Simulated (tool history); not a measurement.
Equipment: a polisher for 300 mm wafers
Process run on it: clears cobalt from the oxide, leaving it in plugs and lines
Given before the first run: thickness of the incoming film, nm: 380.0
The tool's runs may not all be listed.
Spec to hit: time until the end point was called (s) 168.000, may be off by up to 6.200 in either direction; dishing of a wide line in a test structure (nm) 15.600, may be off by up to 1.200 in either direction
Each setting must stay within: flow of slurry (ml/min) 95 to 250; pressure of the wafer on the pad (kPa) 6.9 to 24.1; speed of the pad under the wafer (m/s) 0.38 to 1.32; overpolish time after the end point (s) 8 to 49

run,hour,flow of slurry (ml/min),pressure of the wafer on the pad (kPa),speed of the pad under the wafer (m/s),overpolish time after the end point (s),time until the end point was called (s),dishing of a wide line in a test structure (nm)
1,0.0,160,15.2,0.84,25,86.245,46.808
2,6.7,160,15.2,0.70,25,100.440,44.289
3,14.3,165,14.5,0.64,22,113.490,40.839
4,22.1,180,13.8,0.60,20,123.180,36.206
5,30.7,180,13.8,0.50,20,146.900,34.327
6,36.5,180,10.3,0.50,20,191.830,28.903
7,37.6,190,9.7,0.54,18,182.770,27.281
8,41.6,200,9.0,0.56,16,185.470,25.527
9,46.5,210,9.0,0.58,15,181.600,24.243
10,49.1,215,9.0,0.60,14,173.040,23.367
11,51.5,250,6.9,0.70,8,182.160,14.700
12,57.7,250,8.3,0.70,8,159.940,16.178

Which one of the following 5 next-run settings gets every result inside its allowed miss? There is exactly one.
A,63.9,250,9.7,0.66,9,?,?
B,63.9,250,7.6,0.72,8,?,?
C,63.9,250,8.3,0.74,8,?,?
D,63.9,250,8.3,0.66,10,?,?
E,63.9,235,11.7,0.54,10,?,?

move,time until the end point was called (s),dishing of a wide line in a test structure (nm)
A,148.240,19.830
B,166.040,16.432
C,150.940,17.771
D,168.130,19.524
E,152.930,21.027
A: misses by more than the last run did
B: all results in spec
C: misses by more than the last run did
D: corrects the largest miss of the last run, while another result sits out of spec
E: misses by more than the last run did
So the answer is move B, the one that meets all the targets.
